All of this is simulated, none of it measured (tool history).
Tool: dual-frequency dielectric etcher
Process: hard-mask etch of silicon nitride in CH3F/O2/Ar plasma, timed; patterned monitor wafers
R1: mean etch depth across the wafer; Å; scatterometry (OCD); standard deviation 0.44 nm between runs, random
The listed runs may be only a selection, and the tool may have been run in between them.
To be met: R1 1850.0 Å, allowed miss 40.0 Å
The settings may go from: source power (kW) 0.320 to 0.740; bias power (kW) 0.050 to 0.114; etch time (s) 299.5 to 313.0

{"run": 1, "day": 0.0, "source power (kW)": 0.53, "bias power (kW)": 0.082, "etch time (s)": 299.5, "R1": 2521.0}
{"run": 2, "day": 0.125, "source power (kW)": 0.53, "bias power (kW)": 0.094, "etch time (s)": 299.5, "R1": 2621.2}
{"run": 3, "day": 0.321, "source power (kW)": 0.53, "bias power (kW)": 0.082, "etch time (s)": 299.5, "R1": 2510.3}
{"run": 4, "day": 0.462, "source power (kW)": 0.53, "bias power (kW)": 0.09, "etch time (s)": 299.5, "R1": 2574.2}
{"run": 5, "day": 0.538, "source power (kW)": 0.53, "bias power (kW)": 0.09, "etch time (s)": 299.5, "R1": 2583.5}
{"run": 6, "day": 0.796, "source power (kW)": 0.53, "bias power (kW)": 0.083, "etch time (s)": 299.5, "R1": 2522.8}
{"run": 7, "day": 1.079, "source power (kW)": 0.53, "bias power (kW)": 0.083, "etch time (s)": 299.5, "R1": 2529.7}
{"run": 8, "day": 1.138, "source power (kW)": 0.49, "bias power (kW)": 0.077, "etch time (s)": 299.5, "R1": 2360.4}
{"run": 9, "day": 1.225, "source power (kW)": 0.46, "bias power (kW)": 0.074, "etch time (s)": 299.5, "R1": 2257.5}
{"run": 10, "day": 1.304, "source power (kW)": 0.43, "bias power (kW)": 0.072, "etch time (s)": 299.5, "R1": 2143.6}
{"run": 11, "day": 1.675, "source power (kW)": 0.41, "bias power (kW)": 0.071, "etch time (s)": 299.5, "R1": 2079.7}
{"day": 2.046, "done": "bias power generator calibrated"}
{"run": 12, "day": 2.046, "source power (kW)": 0.39, "bias power (kW)": 0.07, "etch time (s)": 299.5, "R1": 1971.1}
{"run": 13, "day": 2.296, "source power (kW)": 0.38, "bias power (kW)": 0.07, "etch time (s)": 299.5, "R1": 1950.8}
{"run": 14, "day": 2.379, "source power (kW)": 0.37, "bias power (kW)": 0.07, "etch time (s)": 299.5, "R1": 1922.2}

Which of these 5 next moves meets every target?
{"run": "A", "day": 2.462, "source power (kW)": 0.35, "bias power (kW)": 0.073, "etch time (s)": 313.0, "R1": "?"}
{"run": "B", "day": 2.462, "source power (kW)": 0.38, "bias power (kW)": 0.073, "etch time (s)": 306.0, "R1": "?"}
{"run": "C", "day": 2.462, "source power (kW)": 0.34, "bias power (kW)": 0.065, "etch time (s)": 313.0, "R1": "?"}
{"run": "D", "day": 2.462, "source power (kW)": 0.37, "bias power (kW)": 0.075, "etch time (s)": 299.5, "R1": "?"}
{"run": "E", "day": 2.462, "source power (kW)": 0.38, "bias power (kW)": 0.071, "etch time (s)": 313.0, "R1": "?"}

move=A R1=1942.6
move=B R1=2006.8
move=C R1=1838.7
move=D R1=1946.0
move=E R1=2035.8
A: the biggest miss grows against the last run
B: the biggest miss grows against the last run
C: meets every target
D: the biggest miss grows against the last run
E: the biggest miss grows against the last run
Correct choice: C, which meets every target

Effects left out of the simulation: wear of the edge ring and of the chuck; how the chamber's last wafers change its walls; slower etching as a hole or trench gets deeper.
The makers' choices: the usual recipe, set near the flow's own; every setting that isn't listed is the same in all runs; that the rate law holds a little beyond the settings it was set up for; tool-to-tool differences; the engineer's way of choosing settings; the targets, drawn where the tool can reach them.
